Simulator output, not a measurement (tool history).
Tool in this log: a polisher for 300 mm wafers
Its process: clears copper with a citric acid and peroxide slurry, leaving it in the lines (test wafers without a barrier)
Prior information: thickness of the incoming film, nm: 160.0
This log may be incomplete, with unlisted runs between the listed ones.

run,hour,flow of slurry (ml/min),pressure of the wafer on the pad (kPa),speed of the pad under the wafer (cm/s),abrasive content of the slurry,overpolish time after the end point (s),time until the end point was called (s),dishing of a wide line in a test structure (nm)
1,0.0,180,14.5,106,1.00,11,102.41,12.8500
2,5.1,180,13.1,94,1.00,9,129.37,8.7909
3,11.7,160,12.4,90,0.85,7,151.34,5.9310
4,19.5,160,13.8,90,0.85,7,132.82,6.2741
5,21.7,145,13.8,78,0.75,6,162.32,4.6813
6,29.7,145,13.8,78,0.55,6,176.91,4.3886
7,37.5,135,14.5,70,0.55,5,183.59,3.4798
8,46.1,130,15.2,64,0.55,4,191.35,2.7026
9,49.2,130,15.2,64,0.55,4,185.15,2.6981
10,49.9,130,12.4,68,0.55,3,215.17,1.8060
11,56.2,125,12.4,68,0.60,3,216.24,1.7368
12,63.7,125,12.4,68,0.65,3,210.66,1.8498
13,66.1,125,12.4,68,0.70,3,201.02,1.8165
14,74.9,130,13.1,68,0.65,4,200.07,2.5595
15,82.8,125,13.1,72,0.60,4,197.70,2.6171

The next listed run, before its measurement:
16,91.0,135,12.4,72,0.65,4,?,?

time until the end point was called (s): 205.20
dishing of a wide line in a test structure (nm): 2.5258
